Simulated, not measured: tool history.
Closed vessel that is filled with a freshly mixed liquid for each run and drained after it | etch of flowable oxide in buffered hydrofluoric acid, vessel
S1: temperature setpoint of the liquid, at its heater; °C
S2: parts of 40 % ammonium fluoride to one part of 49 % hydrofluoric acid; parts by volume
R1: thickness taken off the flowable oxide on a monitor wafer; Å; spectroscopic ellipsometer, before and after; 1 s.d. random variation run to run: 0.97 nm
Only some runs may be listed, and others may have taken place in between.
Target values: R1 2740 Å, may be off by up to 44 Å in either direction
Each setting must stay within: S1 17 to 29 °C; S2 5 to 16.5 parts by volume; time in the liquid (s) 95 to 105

{"run": 1, "hour": 0.0, "S1": 21, "S2": 10, "time in the liquid (s)": 95, "R1": 2314.3}
{"run": 2, "hour": 2.7, "S1": 19, "S2": 10, "time in the liquid (s)": 95, "R1": 2076.8}
{"run": 3, "hour": 6.3, "S1": 19, "S2": 10, "time in the liquid (s)": 105, "R1": 2298.3}
{"run": 4, "hour": 12.2, "S1": 17.5, "S2": 10, "time in the liquid (s)": 105, "R1": 2112.2}
{"run": 5, "hour": 18.8, "S1": 18.5, "S2": 10, "time in the liquid (s)": 105, "R1": 2228.9}
{"run": 6, "hour": 24.0, "S1": 18.5, "S2": 10, "time in the liquid (s)": 105, "R1": 2225.1}
{"run": 7, "hour": 32.1, "S1": 19.5, "S2": 10, "time in the liquid (s)": 105, "R1": 2368.2}
{"run": 8, "hour": 33.5, "S1": 20, "S2": 10, "time in the liquid (s)": 105, "R1": 2434.1}
{"run": 9, "hour": 36.0, "S1": 20.5, "S2": 10, "time in the liquid (s)": 105, "R1": 2499.4}
{"run": 10, "hour": 44.2, "S1": 21, "S2": 10, "time in the liquid (s)": 105, "R1": 2566.4}
{"run": 11, "hour": 53.6, "S1": 21.5, "S2": 10, "time in the liquid (s)": 105, "R1": 2638.4}

Which one of the following 5 next-run settings gets every result inside its allowed miss? There is exactly one.
{"run": "A", "hour": 63.0, "S1": 23, "S2": 10, "time in the liquid (s)": 105, "R1": "?"}
{"run": "B", "hour": 63.0, "S1": 21, "S2": 8.5, "time in the liquid (s)": 95, "R1": "?"}
{"run": "C", "hour": 63.0, "S1": 17.5, "S2": 7.5, "time in the liquid (s)": 100, "R1": "?"}
{"run": "D", "hour": 63.0, "S1": 21, "S2": 9, "time in the liquid (s)": 105, "R1": "?"}
{"run": "E", "hour": 63.0, "S1": 23.5, "S2": 9.5, "time in the liquid (s)": 100, "R1": "?"}

move=A R1=2870.7
move=B R1=2644.3
move=C R1=2618.2
move=D R1=2746.7
move=E R1=2902.2
A: takes the result that was furthest off past its target
B: better than the last run, though not everything is in spec
C: its largest miss is bigger than the last run's
D: meets every target
E: takes the result that was furthest off past its target
D is the move that brings every result within its allowed miss.

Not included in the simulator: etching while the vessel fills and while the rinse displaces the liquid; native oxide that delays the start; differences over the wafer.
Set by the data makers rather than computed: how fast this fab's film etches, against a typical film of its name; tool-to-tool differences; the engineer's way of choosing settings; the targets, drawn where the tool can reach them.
